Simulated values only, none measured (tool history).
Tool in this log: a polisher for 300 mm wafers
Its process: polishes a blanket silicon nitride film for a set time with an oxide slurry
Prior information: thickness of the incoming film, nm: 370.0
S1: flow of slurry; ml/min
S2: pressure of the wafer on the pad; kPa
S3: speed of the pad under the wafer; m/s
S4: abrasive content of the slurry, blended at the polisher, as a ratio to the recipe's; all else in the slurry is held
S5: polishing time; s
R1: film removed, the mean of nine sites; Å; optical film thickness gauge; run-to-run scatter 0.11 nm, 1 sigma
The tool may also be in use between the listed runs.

Run 1, hour 0: S1 295 ml/min, S2 20 kPa, S3 0.98 m/s, S4 1, S5 22 s. Result: R1 124.48 Å.
Run 2, hour 2.8: S1 350 ml/min, S2 20 kPa, S3 0.98 m/s, S4 1, S5 22 s. Result: R1 123.2 Å.
Run 3, hour 7.3: S1 350 ml/min, S2 20 kPa, S3 0.98 m/s, S4 1, S5 22 s. Result: R1 124.43 Å.
Run 4, hour 9.8: S1 350 ml/min, S2 20 kPa, S3 0.98 m/s, S4 1, S5 20 s. Result: R1 113.47 Å.
Run 5, hour 13: S1 350 ml/min, S2 17.2 kPa, S3 0.96 m/s, S4 1, S5 20 s. Result: R1 96.08 Å.
Run 6, hour 21.2: S1 350 ml/min, S2 15.9 kPa, S3 0.96 m/s, S4 1, S5 20 s. Result: R1 88.114 Å.
Run 7, hour 25.9: S1 350 ml/min, S2 15.2 kPa, S3 0.96 m/s, S4 1, S5 20 s. Result: R1 86.746 Å.

For run 8, what comes out?
Run 8, hour 29.3: S1 350 ml/min, S2 15.2 kPa, S3 0.96 m/s, S4 1, S5 20 s. Result: R1 ?.

R1: 83.531 Å
